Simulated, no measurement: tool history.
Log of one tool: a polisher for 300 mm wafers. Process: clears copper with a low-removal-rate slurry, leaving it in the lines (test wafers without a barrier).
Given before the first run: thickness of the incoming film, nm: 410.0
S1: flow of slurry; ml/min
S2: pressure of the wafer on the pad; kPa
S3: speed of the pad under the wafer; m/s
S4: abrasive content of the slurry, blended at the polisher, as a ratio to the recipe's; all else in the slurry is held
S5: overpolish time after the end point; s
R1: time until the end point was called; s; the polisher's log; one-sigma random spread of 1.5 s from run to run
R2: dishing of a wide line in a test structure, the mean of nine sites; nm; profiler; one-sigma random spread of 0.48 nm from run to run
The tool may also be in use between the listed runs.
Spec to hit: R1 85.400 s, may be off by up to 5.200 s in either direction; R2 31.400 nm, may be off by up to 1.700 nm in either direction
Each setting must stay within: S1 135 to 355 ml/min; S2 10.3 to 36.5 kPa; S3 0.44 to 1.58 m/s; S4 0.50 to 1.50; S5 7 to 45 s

Run 1, day 0.000: S1 225 ml/min, S2 23.4 kPa, S3 1.00 m/s, S4 1.00, S5 23 s. Result: R1 135.860 s, R2 37.444 nm.
Run 2, day 0.242: S1 225 ml/min, S2 25.5 kPa, S3 1.02 m/s, S4 1.00, S5 19 s. Result: R1 123.550 s, R2 35.130 nm.
Run 3, day 0.500: S1 225 ml/min, S2 25.5 kPa, S3 0.80 m/s, S4 1.00, S5 19 s. Result: R1 146.570 s, R2 30.965 nm.
Run 4, day 0.750: S1 225 ml/min, S2 25.5 kPa, S3 0.80 m/s, S4 1.00, S5 26 s. Result: R1 146.970 s, R2 38.893 nm.
Run 5, day 0.871: S1 225 ml/min, S2 30.3 kPa, S3 0.80 m/s, S4 1.00, S5 26 s. Result: R1 126.530 s, R2 43.952 nm.
Run 6, day 1.204: S1 230 ml/min, S2 31.7 kPa, S3 0.84 m/s, S4 1.00, S5 22 s. Result: R1 117.380 s, R2 41.200 nm.
Run 7, day 1.400: S1 230 ml/min, S2 32.4 kPa, S3 0.90 m/s, S4 1.05, S5 18 s. Result: R1 105.980 s, R2 37.280 nm.
Run 8, day 1.429: S1 245 ml/min, S2 36.5 kPa, S3 0.96 m/s, S4 1.10, S5 8 s. Result: R1 92.654 s, R2 22.792 nm.
Run 9, day 1.592: S1 240 ml/min, S2 35.9 kPa, S3 1.00 m/s, S4 1.10, S5 9 s. Result: R1 87.318 s, R2 26.280 nm.
Run 10, day 1.858: S1 230 ml/min, S2 33.8 kPa, S3 1.08 m/s, S4 1.10, S5 14 s. Result: R1 89.994 s, R2 35.509 nm.
Run 11, day 1.988: S1 240 ml/min, S2 34.5 kPa, S3 1.08 m/s, S4 1.10, S5 14 s. Result: R1 87.694 s, R2 36.652 nm.
Run 12, day 2.062: S1 240 ml/min, S2 34.5 kPa, S3 1.08 m/s, S4 1.10, S5 14 s. Result: R1 88.671 s, R2 36.710 nm.
Run 13, day 2.404: S1 240 ml/min, S2 35.2 kPa, S3 1.08 m/s, S4 1.10, S5 13 s. Result: R1 87.403 s, R2 35.288 nm.
Run 14, day 2.579: S1 240 ml/min, S2 35.2 kPa, S3 1.08 m/s, S4 1.10, S5 12 s. Result: R1 85.896 s, R2 34.007 nm.

Next run, 4 choices. One meets every target within its allowed miss, the rest don't. Which?
Run A, day 2.754: S1 240 ml/min, S2 36.5 kPa, S3 1.18 m/s, S4 1.00, S5 12 s. Result: R1 ?, R2 ?.
Run B, day 2.754: S1 255 ml/min, S2 36.5 kPa, S3 1.04 m/s, S4 1.05, S5 11 s. Result: R1 ?, R2 ?.
Run C, day 2.754: S1 220 ml/min, S2 35.9 kPa, S3 1.22 m/s, S4 1.10, S5 12 s. Result: R1 ?, R2 ?.
Run D, day 2.754: S1 210 ml/min, S2 36.5 kPa, S3 1.24 m/s, S4 1.15, S5 11 s. Result: R1 ?, R2 ?.

move      R1      R2
   A  78.670  36.921
   B  85.245  32.667
   C  77.373  37.321
   D  74.834  35.955
A: misses by more than the last run did
B: every result within its allowed miss
C: misses by more than the last run did
D: misses by more than the last run did
So the answer is move B, the one that meets all the targets.
